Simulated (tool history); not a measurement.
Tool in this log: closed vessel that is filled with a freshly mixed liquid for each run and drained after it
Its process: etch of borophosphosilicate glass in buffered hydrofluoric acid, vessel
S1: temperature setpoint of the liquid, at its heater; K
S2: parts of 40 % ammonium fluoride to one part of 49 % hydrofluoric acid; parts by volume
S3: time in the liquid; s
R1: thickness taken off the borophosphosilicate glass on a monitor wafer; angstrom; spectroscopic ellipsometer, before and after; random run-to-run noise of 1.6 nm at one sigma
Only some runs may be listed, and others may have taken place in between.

run    day      S1    S2   S3      R1
  1  0.000  294.15  10.0  105  1998.1
  2  0.142  294.15  11.0  105  1799.3
  3  0.421  295.65  11.0  105  1961.9
  4  0.692  296.65  11.0  105  2061.4
  5  0.908  293.65  11.0  105  1757.9
  6  1.050  293.65  11.0  105  1752.5

Predict the results of run 7:
  7  1.367  295.65  11.0  105   ?

{"run 7": {"R1": 1964.9}}

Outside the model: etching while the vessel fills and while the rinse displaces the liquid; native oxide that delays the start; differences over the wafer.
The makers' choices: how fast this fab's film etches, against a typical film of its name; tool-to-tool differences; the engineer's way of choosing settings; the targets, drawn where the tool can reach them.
